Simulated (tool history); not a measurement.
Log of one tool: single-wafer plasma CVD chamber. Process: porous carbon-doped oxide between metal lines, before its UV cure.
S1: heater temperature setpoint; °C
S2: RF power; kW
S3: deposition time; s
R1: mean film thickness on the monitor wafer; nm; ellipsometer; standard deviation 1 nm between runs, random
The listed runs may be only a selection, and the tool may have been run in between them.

run,hour,S1,S2,S3,R1
1,0,320,0.595,48.6,253.67
2,3.4,324,0.585,48.6,243.22
3,5.6,324,0.62,48.6,253.12
4,12.9,324,0.62,48.6,254.08
5,13.9,324,0.62,50.2,260.74
6,19.7,328,0.61,50.1,250.63
7,22.9,331,0.605,50.1,244.62

Forecast run 8:
8,26,334,0.6,50.1,?

For run 8 the tool returned R1 240.78 nm.

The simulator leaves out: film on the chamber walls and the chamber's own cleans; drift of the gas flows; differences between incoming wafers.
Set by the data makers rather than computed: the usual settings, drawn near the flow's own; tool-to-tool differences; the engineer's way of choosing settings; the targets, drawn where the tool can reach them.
